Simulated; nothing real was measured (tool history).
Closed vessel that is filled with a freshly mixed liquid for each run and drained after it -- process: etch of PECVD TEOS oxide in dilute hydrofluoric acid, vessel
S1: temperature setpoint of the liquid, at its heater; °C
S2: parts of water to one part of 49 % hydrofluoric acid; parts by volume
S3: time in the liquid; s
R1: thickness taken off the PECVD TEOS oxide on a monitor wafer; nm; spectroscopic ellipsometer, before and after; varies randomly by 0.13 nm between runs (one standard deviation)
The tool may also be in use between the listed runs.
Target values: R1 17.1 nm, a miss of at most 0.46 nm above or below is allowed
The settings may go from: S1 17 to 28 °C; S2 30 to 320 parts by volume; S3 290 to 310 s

run  hour    S1   S2   S3      R1
  1     0    20  175  290  24.067
  2   0.9  22.5  175  290  26.504
  3   7.5  21.5  180  290  24.627
  4  13.9  21.5  180  310  26.384
  5  22.4    21  185  310  25.091
  6  25.3  22.5  185  310  26.282
  7  29.4    22  190  310  25.262
  8  36.6  21.5  195  310  23.572
  9    39    21  200  310  22.784
 10    42  20.5  205  310   21.76
 11    47    20  210  310  20.771

Exactly one of the 5 candidate moves below puts every result within its allowed miss. Which one?
  A    52  20.5  230  300   ?
  B    52    18  215  310   ?
  C    52    21  205  310   ?
  D    52  20.5  235  290   ?
  E    52    19  215  290   ?

move      R1
   A   18.36
   B  18.699
   C  22.231
   D  17.287
   E  18.187
A: moves toward the targets from the last run without getting all of them in spec
B: moves toward the targets from the last run without getting all of them in spec
C: further off than the last run
D: every result within its allowed miss
E: moves toward the targets from the last run without getting all of them in spec
Go with D: it meets all targets.

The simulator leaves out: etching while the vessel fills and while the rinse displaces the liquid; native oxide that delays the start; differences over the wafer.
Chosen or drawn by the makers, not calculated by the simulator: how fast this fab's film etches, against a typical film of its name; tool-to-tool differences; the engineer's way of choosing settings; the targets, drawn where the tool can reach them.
